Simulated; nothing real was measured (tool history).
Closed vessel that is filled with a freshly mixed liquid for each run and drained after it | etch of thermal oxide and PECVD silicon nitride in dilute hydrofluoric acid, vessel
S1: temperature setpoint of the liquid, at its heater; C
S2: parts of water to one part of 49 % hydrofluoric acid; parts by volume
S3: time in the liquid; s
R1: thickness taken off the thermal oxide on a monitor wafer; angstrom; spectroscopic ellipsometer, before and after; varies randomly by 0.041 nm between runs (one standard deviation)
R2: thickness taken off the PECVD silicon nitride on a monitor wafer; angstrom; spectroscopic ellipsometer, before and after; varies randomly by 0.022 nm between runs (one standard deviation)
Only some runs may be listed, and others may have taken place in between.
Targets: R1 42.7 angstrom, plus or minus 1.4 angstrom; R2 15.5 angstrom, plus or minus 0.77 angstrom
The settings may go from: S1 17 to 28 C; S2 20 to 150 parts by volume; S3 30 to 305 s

run	hour	S1	S2	S3	R1	R2
1	0	20	85	155	69.536	23.798
2	8.9	20	90	155	63.343	22.534
3	17.9	20	90	210	86.762	30.227
4	25.2	20	95	210	80.955	28.125
5	26.3	20	100	210	76.598	27.189
6	35.5	20	100	150	54.6	19.605
7	37.9	19.5	110	150	48.24	17.309
8	46.1	19.5	115	150	46.499	16.54
9	47.9	19.5	120	150	44.479	15.518

Exactly one of the 4 candidate moves below puts every result within its allowed miss. Which one?
A	49.7	19	130	150	?	?
B	49.7	20	130	155	?	?
C	49.7	17	145	185	?	?
D	49.7	22	140	145	?	?

move	R1	R2
A	39.939	13.694
B	42.975	15.14
C	40.083	13.256
D	39.985	15.05
A: moves the result that the last run missed by most past its target, out the other side
B: all results land within tolerance of their targets
C: moves the result that the last run missed by most past its target, out the other side
D: moves the result that the last run missed by most past its target, out the other side
Answer: B
